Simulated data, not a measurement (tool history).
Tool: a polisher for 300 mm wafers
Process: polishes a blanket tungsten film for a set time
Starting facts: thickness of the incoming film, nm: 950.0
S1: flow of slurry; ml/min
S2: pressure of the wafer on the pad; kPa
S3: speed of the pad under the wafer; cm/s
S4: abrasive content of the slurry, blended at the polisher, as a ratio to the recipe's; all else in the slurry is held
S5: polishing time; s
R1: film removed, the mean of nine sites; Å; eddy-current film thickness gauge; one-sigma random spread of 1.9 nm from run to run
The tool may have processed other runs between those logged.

run 1 hour=0.0 | S1=200 S2=20.7 S3=116 S4=1.0 S5=52 | R1=2609.6
run 2 hour=0.7 | S1=200 S2=19.3 S3=116 S4=1.0 S5=52 | R1=2425.2
run 3 hour=6.4 | S1=200 S2=18.6 S3=116 S4=1.0 S5=52 | R1=2362.7
run 4 hour=9.9 | S1=200 S2=17.9 S3=116 S4=1.0 S5=52 | R1=2267.4
run 5 hour=13.4 | S1=200 S2=17.9 S3=116 S4=1.0 S5=47 | R1=2024.3
run 6 hour=14.2 | S1=195 S2=17.9 S3=116 S4=1.0 S5=47 | R1=2001.1

The next listed run, before its measurement:
run 7 hour=17.3 | S1=190 S2=17.9 S3=116 S4=1.0 S5=47 | R1=?

{"run 7": {"R1": 2022.0}}

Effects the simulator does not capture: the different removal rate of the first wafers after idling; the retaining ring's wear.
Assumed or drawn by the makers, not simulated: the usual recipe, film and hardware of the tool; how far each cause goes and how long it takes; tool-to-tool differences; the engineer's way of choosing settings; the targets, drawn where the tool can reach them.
